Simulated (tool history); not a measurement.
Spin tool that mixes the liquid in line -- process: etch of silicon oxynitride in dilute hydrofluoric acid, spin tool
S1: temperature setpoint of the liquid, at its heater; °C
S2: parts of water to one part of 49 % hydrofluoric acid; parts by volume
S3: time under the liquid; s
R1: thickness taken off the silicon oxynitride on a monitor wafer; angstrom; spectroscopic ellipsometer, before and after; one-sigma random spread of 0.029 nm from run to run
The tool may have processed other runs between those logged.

Run 1, day 0: S1 22 °C, S2 170 parts by volume, S3 265 s. Result: R1 31.357 angstrom.
Run 2, day 0.179: S1 20.5 °C, S2 170 parts by volume, S3 265 s. Result: R1 29.971 angstrom.
Run 3, day 0.558: S1 23 °C, S2 170 parts by volume, S3 265 s. Result: R1 33.101 angstrom.
Run 4, day 0.921: S1 22 °C, S2 185 parts by volume, S3 265 s. Result: R1 28.944 angstrom.
Run 5, day 1.117: S1 21 °C, S2 200 parts by volume, S3 265 s. Result: R1 25.31 angstrom.
Run 6, day 1.488: S1 20 °C, S2 210 parts by volume, S3 265 s. Result: R1 22.862 angstrom.
Run 7, day 1.521: S1 19.5 °C, S2 220 parts by volume, S3 265 s. Result: R1 21.816 angstrom.

Predict the results of run 8:
Run 8, day 1.854: S1 19 °C, S2 230 parts by volume, S3 265 s. Result: R1 ?.

{"run 8": {"R1": 19.602}}
